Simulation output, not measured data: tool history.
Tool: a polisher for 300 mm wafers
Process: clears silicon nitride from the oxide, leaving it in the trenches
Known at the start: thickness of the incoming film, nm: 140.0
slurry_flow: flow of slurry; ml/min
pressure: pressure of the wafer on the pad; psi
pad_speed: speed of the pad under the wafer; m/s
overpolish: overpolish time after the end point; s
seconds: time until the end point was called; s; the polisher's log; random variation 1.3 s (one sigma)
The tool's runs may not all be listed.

run	day	slurry_flow	pressure	pad_speed	overpolish	seconds
1	0	230	3.2	0.92	26	175.33
2	0.112	230	3.6	0.92	26	156.55
3	0.188	230	2.9	0.92	26	196.69
4	0.546	230	2.9	0.92	27	192.79
5	0.742	230	2.5	0.92	27	223.99
6	1.092	230	3.1	0.92	27	180.03
7	1.442	230	3.5	0.92	27	160.76
8	1.467	230	3.8	0.92	27	151.3
9	1.783	230	4.1	0.92	27	137.55

Run 10 comes next. What will it give?
10	2.062	230	4.3	0.92	27	?

seconds: 132.43 s

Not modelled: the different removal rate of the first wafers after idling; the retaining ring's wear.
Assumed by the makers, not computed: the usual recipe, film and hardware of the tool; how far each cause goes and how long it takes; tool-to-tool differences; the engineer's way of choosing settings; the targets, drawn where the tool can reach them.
